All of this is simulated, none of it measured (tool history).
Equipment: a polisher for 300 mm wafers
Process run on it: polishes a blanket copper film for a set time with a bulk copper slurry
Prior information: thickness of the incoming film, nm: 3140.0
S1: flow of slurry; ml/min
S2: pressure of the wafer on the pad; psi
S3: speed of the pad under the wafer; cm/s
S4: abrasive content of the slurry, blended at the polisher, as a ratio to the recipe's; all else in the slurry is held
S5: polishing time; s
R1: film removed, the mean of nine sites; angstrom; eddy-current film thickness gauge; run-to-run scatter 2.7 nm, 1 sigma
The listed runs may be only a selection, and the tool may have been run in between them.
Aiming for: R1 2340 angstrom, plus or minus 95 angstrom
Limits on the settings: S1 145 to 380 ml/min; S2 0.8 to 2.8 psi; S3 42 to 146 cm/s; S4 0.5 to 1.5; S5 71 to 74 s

run 1 hour=0 | S1=245 S2=1.8 S3=94 S4=1 S5=71 | R1=3871.2
run 2 hour=6.2 | S1=245 S2=1.8 S3=82 S4=1 S5=71 | R1=3499.9
run 3 hour=7.7 | S1=245 S2=1.7 S3=82 S4=1 S5=71 | R1=3230.5
run 4 hour=14.4 | S1=245 S2=1.6 S3=82 S4=1 S5=71 | R1=3162.3
run 5 hour=21.5 | S1=245 S2=1.5 S3=82 S4=1 S5=71 | R1=2935.3
run 6 hour=29.8 | S1=245 S2=1.5 S3=98 S4=1 S5=71 | R1=3417
run 7 hour=36.4 | S1=245 S2=1.4 S3=98 S4=1 S5=71 | R1=3144.5
run 8 hour=41 | S1=245 S2=1.3 S3=98 S4=1 S5=71 | R1=2935.3
run 9 hour=45 | S1=245 S2=1.2 S3=98 S4=1 S5=71 | R1=2777.3

5 candidate next runs follow, results not yet known. Just one meets every target within its allowed miss. Identify it.
run A hour=49 | S1=255 S2=1.1 S3=90 S4=0.9 S5=72 | R1=?
run B hour=49 | S1=240 S2=1.1 S3=110 S4=0.9 S5=71 | R1=?
run C hour=49 | S1=225 S2=1.2 S3=94 S4=1 S5=71 | R1=?
run D hour=49 | S1=290 S2=1.2 S3=84 S4=1.05 S5=74 | R1=?
run E hour=49 | S1=290 S2=1.4 S3=98 S4=0.9 S5=72 | R1=?

move=A R1=2303.5
move=B R1=2670.6
move=C R1=2595.5
move=D R1=2566.7
move=E R1=3154.9
A: every result lands within tolerance
B: moves toward the targets from the last run without getting all of them in spec
C: moves toward the targets from the last run without getting all of them in spec
D: moves toward the targets from the last run without getting all of them in spec
E: the biggest miss grows against the last run
The right move is A.
